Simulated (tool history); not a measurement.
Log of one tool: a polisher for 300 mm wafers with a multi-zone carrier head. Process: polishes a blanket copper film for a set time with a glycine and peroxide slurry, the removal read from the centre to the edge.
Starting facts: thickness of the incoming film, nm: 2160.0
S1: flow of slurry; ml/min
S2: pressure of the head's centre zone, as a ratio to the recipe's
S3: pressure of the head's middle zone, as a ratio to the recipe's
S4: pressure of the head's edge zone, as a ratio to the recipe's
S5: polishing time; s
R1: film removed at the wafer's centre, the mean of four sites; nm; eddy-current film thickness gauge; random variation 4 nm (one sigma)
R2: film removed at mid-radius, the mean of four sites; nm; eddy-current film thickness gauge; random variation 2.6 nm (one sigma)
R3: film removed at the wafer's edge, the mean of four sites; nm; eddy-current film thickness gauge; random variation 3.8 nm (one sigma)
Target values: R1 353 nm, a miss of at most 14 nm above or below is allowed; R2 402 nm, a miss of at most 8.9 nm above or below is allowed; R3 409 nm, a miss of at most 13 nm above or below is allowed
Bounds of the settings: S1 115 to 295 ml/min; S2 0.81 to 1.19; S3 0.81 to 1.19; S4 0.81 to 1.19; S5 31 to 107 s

Run 1, hour 0: S1 190 ml/min, S2 1, S3 1, S4 1, S5 69 s. Result: R1 302.7 nm, R2 292.21 nm, R3 298.49 nm.
Run 2, hour 3.5: S1 190 ml/min, S2 1, S3 1.04, S4 1, S5 69 s. Result: R1 298.74 nm, R2 305.55 nm, R3 300.5 nm.
Run 3, hour 5.4: S1 195 ml/min, S2 0.99, S3 1.05, S4 1.03, S5 71 s. Result: R1 310.84 nm, R2 317.22 nm, R3 308.53 nm.
Run 4, hour 9: S1 185 ml/min, S2 0.97, S3 1.05, S4 1.04, S5 75 s. Result: R1 321.44 nm, R2 333.3 nm, R3 322.42 nm.
Run 5, hour 13.8: S1 185 ml/min, S2 0.97, S3 1.12, S4 1.04, S5 75 s. Result: R1 317.77 nm, R2 352.68 nm, R3 330.72 nm.
Run 6, hour 15: S1 175 ml/min, S2 0.95, S3 1.11, S4 1.06, S5 78 s. Result: R1 317.51 nm, R2 356.8 nm, R3 342.11 nm.
Run 7, hour 21.1: S1 175 ml/min, S2 0.94, S3 1.11, S4 1.08, S5 80 s. Result: R1 321.25 nm, R2 364.43 nm, R3 352.98 nm.
Run 8, hour 26.9: S1 180 ml/min, S2 0.94, S3 1.11, S4 1.1, S5 81 s. Result: R1 336.22 nm, R2 370.27 nm, R3 362.35 nm.
Run 9, hour 29.8: S1 185 ml/min, S2 0.93, S3 1.11, S4 1.11, S5 82 s. Result: R1 333.63 nm, R2 384.06 nm, R3 373.73 nm.
Run 10, hour 38.4: S1 190 ml/min, S2 0.93, S3 1.11, S4 1.12, S5 82 s. Result: R1 326.76 nm, R2 383.99 nm, R3 377.21 nm.
Run 11, hour 44.7: S1 195 ml/min, S2 0.94, S3 1.11, S4 1.13, S5 82 s. Result: R1 335.19 nm, R2 381.68 nm, R3 379.01 nm.
Run 12, hour 46.3: S1 200 ml/min, S2 0.94, S3 1.11, S4 1.14, S5 82 s. Result: R1 344.9 nm, R2 385.87 nm, R3 377.04 nm.

Which one of the following 5 next-run settings gets every result inside its allowed miss? There is exactly one.
Run A, hour 47.9: S1 155 ml/min, S2 0.91, S3 0.99, S4 1.16, S5 94 s. Result: R1 ?, R2 ?, R3 ?.
Run B, hour 47.9: S1 240 ml/min, S2 1.05, S3 1.17, S4 1.03, S5 76 s. Result: R1 ?, R2 ?, R3 ?.
Run C, hour 47.9: S1 140 ml/min, S2 0.84, S3 0.92, S4 1.19, S5 96 s. Result: R1 ?, R2 ?, R3 ?.
Run D, hour 47.9: S1 220 ml/min, S2 0.89, S3 1.06, S4 1.13, S5 87 s. Result: R1 ?, R2 ?, R3 ?.
Run E, hour 47.9: S1 180 ml/min, S2 0.96, S3 1.12, S4 1.07, S5 80 s. Result: R1 ?, R2 ?, R3 ?.

move      R1      R2      R3
   A  358.67  385.11  428.65
   B  363.57  385.61  343.36
   C  329.16  361.71  436.93
   D  347.51  401.17  408.76
   E  333.07  374.58  356.89
A: moves the result that the last run missed by most past its target, out the other side
B: the biggest miss grows against the last run
C: moves the result that the last run missed by most past its target, out the other side
D: each result inside its tolerance
E: the biggest miss grows against the last run
Correct choice: D, which meets every target
